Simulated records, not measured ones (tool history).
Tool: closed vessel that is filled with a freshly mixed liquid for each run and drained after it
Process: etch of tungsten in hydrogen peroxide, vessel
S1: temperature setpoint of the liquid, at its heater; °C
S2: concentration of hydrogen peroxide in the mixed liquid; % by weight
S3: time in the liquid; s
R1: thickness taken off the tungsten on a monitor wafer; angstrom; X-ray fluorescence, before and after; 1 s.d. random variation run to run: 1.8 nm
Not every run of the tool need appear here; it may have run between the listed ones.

run 1 day=0.000 | S1=55.0 S2=20.5 S3=95 | R1=2962.0
run 2 day=0.350 | S1=55.0 S2=20.5 S3=95 | R1=2999.4
run 3 day=0.617 | S1=54.0 S2=20.5 S3=95 | R1=2798.2
run 4 day=0.833 | S1=53.0 S2=20.5 S3=95 | R1=2636.9
run 5 day=0.921 | S1=53.0 S2=20.5 S3=100 | R1=2765.5
run 6 day=0.975 | S1=52.0 S2=20.5 S3=100 | R1=2639.0
run 7 day=1.100 | S1=51.0 S2=20.5 S3=100 | R1=2430.9
run 8 day=1.250 | S1=50.5 S2=20.5 S3=100 | R1=2387.6

Run 9 is up next; what results do you expect?
run 9 day=1.508 | S1=50.0 S2=20.5 S3=100 | R1=?

For run 9 the tool returned R1 2282.1 angstrom.

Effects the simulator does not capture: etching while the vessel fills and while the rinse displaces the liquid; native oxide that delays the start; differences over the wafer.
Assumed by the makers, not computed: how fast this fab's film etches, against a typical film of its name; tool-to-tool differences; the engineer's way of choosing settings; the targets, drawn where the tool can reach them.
